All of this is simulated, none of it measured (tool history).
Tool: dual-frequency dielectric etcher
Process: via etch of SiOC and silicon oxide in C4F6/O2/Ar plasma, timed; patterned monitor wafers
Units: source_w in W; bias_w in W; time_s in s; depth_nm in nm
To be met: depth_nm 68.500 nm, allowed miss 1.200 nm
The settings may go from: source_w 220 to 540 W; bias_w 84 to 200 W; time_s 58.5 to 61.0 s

run,hour,source_w,bias_w,time_s,depth_nm
1,0.0,380,142,58.5,62.048
2,4.6,380,119,58.5,56.664
3,8.3,380,108,58.5,54.562
4,15.4,410,113,58.5,57.296
5,18.9,430,117,58.5,60.042
6,19.5,450,118,58.5,61.183
7,26.8,470,119,58.5,63.090
8,28.2,480,119,58.5,63.073
9,34.0,490,121,58.5,64.147
10,37.9,500,122,58.5,64.476
11,45.8,510,124,58.5,66.023
12,54.2,520,125,58.5,66.409
13,57.0,520,126,58.5,66.740
14,64.6,520,127,58.5,67.183

Which of these 4 next moves meets every target?
A,72.2,510,145,59.0,?
B,72.2,540,106,60.5,?
C,72.2,540,129,58.5,?
D,72.2,530,134,60.0,?

move,depth_nm
A,71.094
B,64.920
C,68.559
D,70.954
A: takes the result that was furthest off past its target
B: further off than the last run
C: meets every target
D: takes the result that was furthest off past its target
The right move is C.
